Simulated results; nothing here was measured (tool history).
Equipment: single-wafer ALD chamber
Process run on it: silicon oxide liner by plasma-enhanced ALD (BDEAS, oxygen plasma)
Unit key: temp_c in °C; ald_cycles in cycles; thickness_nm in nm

| run | hour | temp_c | ald_cycles | thickness_nm |
|---|---|---|---|---|
| 1 | 0.0 | 320 | 41 | 3.4837 |
| 2 | 8.1 | 330 | 41 | 3.4240 |
| 3 | 11.9 | 330 | 38 | 3.1639 |
| 4 | 19.4 | 321 | 38 | 3.1972 |
| 5 | 23.5 | 320 | 42 | 3.5677 |
| 6 | 24.4 | 316 | 42 | 3.5711 |
| 7 | 29.0 | 315 | 45 | 3.8625 |
| 8 | 35.0 | 309 | 51 | 4.3878 |
| 9 | 40.0 | 308 | 51 | 4.3987 |

Expected results for the next run?
| 10 | 40.7 | 307 | 51 | ? |

thickness_nm: 4.3937 nm

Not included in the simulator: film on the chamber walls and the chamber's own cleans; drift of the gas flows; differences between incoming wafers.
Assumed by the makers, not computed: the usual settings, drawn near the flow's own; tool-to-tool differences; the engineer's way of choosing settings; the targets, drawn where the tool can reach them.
